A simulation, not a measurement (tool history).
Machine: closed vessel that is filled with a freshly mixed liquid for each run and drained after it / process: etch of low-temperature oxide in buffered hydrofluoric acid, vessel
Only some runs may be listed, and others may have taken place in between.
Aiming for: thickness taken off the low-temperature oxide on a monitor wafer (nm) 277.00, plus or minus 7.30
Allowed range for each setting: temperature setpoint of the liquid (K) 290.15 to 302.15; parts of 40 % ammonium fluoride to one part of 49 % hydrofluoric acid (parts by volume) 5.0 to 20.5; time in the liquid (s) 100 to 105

| run | hour | temperature setpoint of the liquid (K) | parts of 40 % ammonium fluoride to one part of 49 % hydrofluoric acid (parts by volume) | time in the liquid (s) | thickness taken off the low-temperature oxide on a monitor wafer (nm) |
|---|---|---|---|---|---|
| 1 | 0.0 | 294.15 | 12.5 | 100 | 329.56 |
| 2 | 8.7 | 293.65 | 12.5 | 100 | 323.66 |
| 3 | 16.5 | 293.15 | 12.5 | 100 | 314.08 |
| 4 | 21.1 | 292.65 | 12.5 | 100 | 307.40 |
| 5 | 25.6 | 292.15 | 12.5 | 100 | 296.71 |
| 6 | 32.4 | 292.15 | 15.0 | 100 | 245.55 |
| 7 | 38.9 | 292.65 | 15.0 | 100 | 253.08 |
| 8 | 40.6 | 293.15 | 15.0 | 100 | 261.79 |

Below are 4 possible settings for the next run. Only one of them brings all results inside the allowed miss of their targets. Which is it?
| A | 42.3 | 292.15 | 12.5 | 100 | ? |
| B | 42.3 | 293.15 | 16.0 | 100 | ? |
| C | 42.3 | 292.15 | 14.0 | 105 | ? |
| D | 42.3 | 292.65 | 15.5 | 105 | ? |

| move | thickness taken off the low-temperature oxide on a monitor wafer (nm) |
|---|---|
| A | 294.31 |
| B | 244.29 |
| C | 276.51 |
| D | 257.32 |
A: moves the result that the last run missed by most past its target, out the other side
B: further off than the last run
C: meets every target
D: further off than the last run
So the answer is move C, the one that meets all the targets.
